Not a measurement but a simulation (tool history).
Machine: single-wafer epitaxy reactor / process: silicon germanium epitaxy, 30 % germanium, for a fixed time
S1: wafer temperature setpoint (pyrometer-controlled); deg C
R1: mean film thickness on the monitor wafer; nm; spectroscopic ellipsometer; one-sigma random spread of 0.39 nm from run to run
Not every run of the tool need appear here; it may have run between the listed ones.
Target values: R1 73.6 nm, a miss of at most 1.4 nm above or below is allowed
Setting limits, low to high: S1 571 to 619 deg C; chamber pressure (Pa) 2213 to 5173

Run 1, day 0: S1 595 deg C, chamber pressure (Pa) 3693. Result: R1 61.019 nm.
Run 2, day 0.025: S1 595 deg C, chamber pressure (Pa) 3040. Result: R1 57.207 nm.
Run 3, day 0.367: S1 599 deg C, chamber pressure (Pa) 3053. Result: R1 60.582 nm.
Run 4, day 0.417: S1 603 deg C, chamber pressure (Pa) 3053. Result: R1 64.542 nm.
Run 5, day 0.5: S1 595 deg C, chamber pressure (Pa) 3053. Result: R1 56.719 nm.
Run 6, day 0.812: S1 599 deg C, chamber pressure (Pa) 3066. Result: R1 60.042 nm.
Run 7, day 1.15: S1 603 deg C, chamber pressure (Pa) 3080. Result: R1 63.911 nm.
Run 8, day 1.496: S1 606 deg C, chamber pressure (Pa) 3093. Result: R1 67.349 nm.
Run 9, day 1.6: S1 608 deg C, chamber pressure (Pa) 3106. Result: R1 70.308 nm.
Run 10, day 1.896: S1 609 deg C, chamber pressure (Pa) 3106. Result: R1 71.649 nm.

Exercise: of the 5 proposed moves below, exactly one satisfies all targets within the stated allowed misses. Which move is it?
Run A, day 2.192: S1 608 deg C, chamber pressure (Pa) 3173. Result: R1 ?.
Run B, day 2.192: S1 603 deg C, chamber pressure (Pa) 4386. Result: R1 ?.
Run C, day 2.192: S1 615 deg C, chamber pressure (Pa) 2280. Result: R1 ?.
Run D, day 2.192: S1 611 deg C, chamber pressure (Pa) 2800. Result: R1 ?.
Run E, day 2.192: S1 608 deg C, chamber pressure (Pa) 3133. Result: R1 ?.

move      R1
   A    71.5
   B  74.321
   C  71.019
   D  71.687
   E  71.175
A: lands further from the targets than the last run did
B: every result lands within tolerance
C: lands further from the targets than the last run did
D: no nearer and no further than the last run
E: lands further from the targets than the last run did
Correct choice: B, which meets every target

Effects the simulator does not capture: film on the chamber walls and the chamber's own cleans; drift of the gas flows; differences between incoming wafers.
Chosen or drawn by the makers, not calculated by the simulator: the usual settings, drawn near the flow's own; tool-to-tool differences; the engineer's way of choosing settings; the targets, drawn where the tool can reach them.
